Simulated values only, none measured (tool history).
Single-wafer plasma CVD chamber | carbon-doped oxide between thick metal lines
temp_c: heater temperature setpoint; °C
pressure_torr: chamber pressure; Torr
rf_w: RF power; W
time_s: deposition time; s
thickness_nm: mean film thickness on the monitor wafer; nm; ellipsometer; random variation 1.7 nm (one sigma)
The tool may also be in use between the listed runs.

| run | day | temp_c | pressure_torr | rf_w | time_s | thickness_nm |
|---|---|---|---|---|---|---|
| 1 | 0 | 350 | 5.99 | 540 | 91.3 | 506.58 |
| 2 | 0.342 | 350 | 5.14 | 540 | 91.3 | 491.29 |
| 3 | 0.567 | 351 | 4.98 | 525 | 91.3 | 479.39 |
| 4 | 0.75 | 352 | 4.83 | 510 | 91.3 | 470.27 |
| 5 | 1.071 | 353 | 4.71 | 495 | 91.3 | 458.96 |
| 6 | 1.154 | 354 | 4.6 | 485 | 91.3 | 448.25 |
| 7 | 1.525 | 355 | 4.5 | 480 | 91.3 | 441.54 |
| 8 | 1.608 | 356 | 4.41 | 475 | 91.3 | 435.66 |
| 9 | 1.938 | 357 | 4.34 | 475 | 91.3 | 433.59 |
| 10 | 2.2 | 358 | 4.28 | 475 | 91.3 | 433.46 |
| 11 | 2.554 | 358 | 4.21 | 470 | 91.3 | 428.73 |
| 12 | 2.908 | 358 | 4.16 | 470 | 91.3 | 425.4 |

Run 13 comes next. What will it give?
| 13 | 3.171 | 358 | 4.12 | 470 | 91.3 | ? |

Run 13 gave thickness_nm 423.3 nm.

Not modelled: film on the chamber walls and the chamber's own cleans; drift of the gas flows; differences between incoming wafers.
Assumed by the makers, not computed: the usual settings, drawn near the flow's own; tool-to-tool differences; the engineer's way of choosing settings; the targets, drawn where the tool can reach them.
